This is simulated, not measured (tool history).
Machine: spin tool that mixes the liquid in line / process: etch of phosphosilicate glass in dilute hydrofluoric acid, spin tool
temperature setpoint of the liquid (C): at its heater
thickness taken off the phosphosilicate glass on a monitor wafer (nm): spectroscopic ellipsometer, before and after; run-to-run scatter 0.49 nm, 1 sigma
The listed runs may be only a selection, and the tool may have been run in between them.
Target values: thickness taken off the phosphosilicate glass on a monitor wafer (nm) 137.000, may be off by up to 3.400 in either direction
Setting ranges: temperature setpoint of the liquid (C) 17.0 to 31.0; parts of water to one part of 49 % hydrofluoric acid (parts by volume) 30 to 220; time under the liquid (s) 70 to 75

run	hour	temperature setpoint of the liquid (C)	parts of water to one part of 49 % hydrofluoric acid (parts by volume)	time under the liquid (s)	thickness taken off the phosphosilicate glass on a monitor wafer (nm)
1	0.0	23.0	125	70	92.871
2	3.7	24.5	125	70	98.103
3	8.1	24.5	125	75	104.470
4	15.6	26.0	120	75	116.330
5	18.3	27.5	120	75	123.580
6	23.1	27.5	150	75	94.453
7	29.9	28.5	140	75	106.430
8	30.4	29.0	135	75	112.590
9	34.4	29.5	130	75	120.410
10	37.8	30.0	125	75	128.130
11	46.5	30.5	125	75	130.390

4 next moves are on the table. One of them brings every result within its allowed miss. Which?
A	55.2	31.0	115	75	?
B	55.2	29.5	130	75	?
C	55.2	31.0	115	70	?
D	55.2	29.0	120	75	?

move	thickness taken off the phosphosilicate glass on a monitor wafer (nm)
A	146.640
B	120.290
C	136.860
D	129.770
A: pushes the last run's worst result past its target
B: the biggest miss grows against the last run
C: every result lands within tolerance
D: the biggest miss grows against the last run
Correct choice: C, which meets every target

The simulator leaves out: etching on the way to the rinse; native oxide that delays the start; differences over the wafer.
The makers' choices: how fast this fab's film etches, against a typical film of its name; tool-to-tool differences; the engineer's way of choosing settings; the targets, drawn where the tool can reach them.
